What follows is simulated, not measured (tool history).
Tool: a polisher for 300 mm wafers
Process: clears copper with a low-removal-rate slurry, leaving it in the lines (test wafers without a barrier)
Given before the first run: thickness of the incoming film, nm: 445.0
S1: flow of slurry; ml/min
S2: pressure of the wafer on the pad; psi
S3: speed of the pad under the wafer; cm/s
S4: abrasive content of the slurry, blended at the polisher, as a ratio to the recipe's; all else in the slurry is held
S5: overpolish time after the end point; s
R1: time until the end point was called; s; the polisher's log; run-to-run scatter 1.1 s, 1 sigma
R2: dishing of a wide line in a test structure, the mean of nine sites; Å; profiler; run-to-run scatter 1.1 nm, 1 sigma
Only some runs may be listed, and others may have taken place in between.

| run | hour | S1 | S2 | S3 | S4 | S5 | R1 | R2 |
|---|---|---|---|---|---|---|---|---|
| 1 | 0.0 | 125 | 3.7 | 88 | 1.0 | 13 | 123.640 | 331.20 |
| 2 | 5.6 | 125 | 3.3 | 88 | 1.0 | 13 | 135.110 | 307.00 |
| 3 | 13.0 | 125 | 3.3 | 88 | 1.0 | 16 | 138.140 | 365.30 |
| 4 | 21.4 | 130 | 3.8 | 90 | 1.0 | 16 | 113.670 | 417.12 |
| 5 | 22.0 | 135 | 4.1 | 90 | 1.0 | 16 | 108.750 | 432.95 |
| 6 | 26.2 | 145 | 4.1 | 90 | 1.0 | 16 | 105.860 | 444.08 |
| 7 | 34.9 | 170 | 5.1 | 92 | 1.0 | 15 | 84.777 | 534.89 |
| 8 | 42.5 | 170 | 5.2 | 94 | 1.0 | 15 | 78.287 | 529.55 |

Run 9 comes next. What will it give?
| 9 | 43.3 | 170 | 5.3 | 94 | 1.0 | 15 | ? | ? |

R1: 78.491 s
R2: 537.61 Å
